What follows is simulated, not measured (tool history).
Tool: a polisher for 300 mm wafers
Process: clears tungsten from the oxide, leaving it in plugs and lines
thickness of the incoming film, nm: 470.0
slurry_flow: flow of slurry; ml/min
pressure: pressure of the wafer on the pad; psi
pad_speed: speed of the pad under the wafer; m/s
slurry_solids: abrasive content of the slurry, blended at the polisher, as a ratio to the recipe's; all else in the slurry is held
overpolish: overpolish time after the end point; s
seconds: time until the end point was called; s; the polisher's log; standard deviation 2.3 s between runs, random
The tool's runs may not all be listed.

run 1 hour=0.0 | slurry_flow=305 pressure=4.6 pad_speed=1.16 slurry_solids=1.00 overpolish=12 | seconds=89.864
run 2 hour=8.9 | slurry_flow=305 pressure=4.6 pad_speed=1.16 slurry_solids=1.00 overpolish=12 | seconds=90.952
run 3 hour=13.3 | slurry_flow=305 pressure=5.2 pad_speed=1.16 slurry_solids=1.00 overpolish=12 | seconds=81.139
run 4 hour=19.1 | slurry_flow=305 pressure=5.2 pad_speed=1.16 slurry_solids=1.10 overpolish=12 | seconds=78.899
run 5 hour=25.3 | slurry_flow=305 pressure=5.2 pad_speed=1.16 slurry_solids=1.25 overpolish=12 | seconds=77.045
run 6 hour=30.7 | slurry_flow=305 pressure=4.8 pad_speed=1.12 slurry_solids=1.25 overpolish=12 | seconds=86.750
run 7 hour=34.5 | slurry_flow=305 pressure=4.5 pad_speed=1.08 slurry_solids=1.25 overpolish=12 | seconds=96.715
run 8 hour=42.4 | slurry_flow=300 pressure=3.2 pad_speed=0.92 slurry_solids=1.25 overpolish=12 | seconds=152.050
run 9 hour=50.5 | slurry_flow=300 pressure=3.1 pad_speed=0.92 slurry_solids=1.25 overpolish=12 | seconds=161.130
run 10 hour=52.8 | slurry_flow=300 pressure=3.0 pad_speed=0.92 slurry_solids=1.25 overpolish=12 | seconds=165.530
run 11 hour=59.6 | slurry_flow=300 pressure=2.9 pad_speed=0.92 slurry_solids=1.25 overpolish=12 | seconds=168.440
run 12 hour=62.0 | slurry_flow=300 pressure=2.9 pad_speed=0.92 slurry_solids=1.25 overpolish=12 | seconds=165.510
run 13 hour=63.5 | slurry_flow=300 pressure=2.3 pad_speed=0.90 slurry_solids=1.25 overpolish=12 | seconds=214.720

Expected results for the next run?
run 14 hour=67.7 | slurry_flow=300 pressure=2.4 pad_speed=0.90 slurry_solids=1.25 overpolish=12 | seconds=?

{"run 14": {"seconds": 211.77}}
